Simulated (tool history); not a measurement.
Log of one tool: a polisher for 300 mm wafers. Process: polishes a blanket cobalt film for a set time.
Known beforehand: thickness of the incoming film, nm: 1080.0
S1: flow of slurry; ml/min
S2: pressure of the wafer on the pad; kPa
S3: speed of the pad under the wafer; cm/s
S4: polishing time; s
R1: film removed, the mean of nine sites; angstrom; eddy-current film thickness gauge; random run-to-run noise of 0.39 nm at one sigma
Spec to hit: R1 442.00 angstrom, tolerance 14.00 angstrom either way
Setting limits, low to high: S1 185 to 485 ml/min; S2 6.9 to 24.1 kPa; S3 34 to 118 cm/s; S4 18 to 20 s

run 1 day=0.000 | S1=310 S2=15.2 S3=76 S4=20 | R1=1002.20
run 2 day=0.150 | S1=370 S2=15.2 S3=76 S4=20 | R1=1018.70
run 3 day=0.271 | S1=370 S2=14.5 S3=74 S4=20 | R1=964.77
run 4 day=0.308 | S1=365 S2=13.8 S3=72 S4=20 | R1=898.93
run 5 day=0.658 | S1=365 S2=13.1 S3=70 S4=20 | R1=822.32
run 6 day=1.033 | S1=290 S2=13.1 S3=70 S4=20 | R1=821.75
run 7 day=1.096 | S1=290 S2=12.4 S3=68 S4=20 | R1=756.81
run 8 day=1.392 | S1=290 S2=11.7 S3=66 S4=20 | R1=696.42

Consider the 5 candidate settings below. Which is the only one whose results all fall within their allowed miss of target?
run A day=1.688 | S1=335 S2=9.0 S3=64 S4=18 | R1=?
run B day=1.688 | S1=250 S2=8.3 S3=50 S4=18 | R1=?
run C day=1.688 | S1=195 S2=11.0 S3=48 S4=20 | R1=?
run D day=1.688 | S1=305 S2=9.7 S3=54 S4=18 | R1=?
run E day=1.688 | S1=390 S2=10.3 S3=62 S4=18 | R1=?

move=A R1=475.57
move=B R1=352.85
move=C R1=487.51
move=D R1=441.48
move=E R1=536.63
A: nearer the targets than the last run, but a result is still out of spec
B: carries the result that was furthest off beyond its target, to the other side
C: nearer the targets than the last run, but a result is still out of spec
D: all results in spec
E: nearer the targets than the last run, but a result is still out of spec
Move D is the one to make.

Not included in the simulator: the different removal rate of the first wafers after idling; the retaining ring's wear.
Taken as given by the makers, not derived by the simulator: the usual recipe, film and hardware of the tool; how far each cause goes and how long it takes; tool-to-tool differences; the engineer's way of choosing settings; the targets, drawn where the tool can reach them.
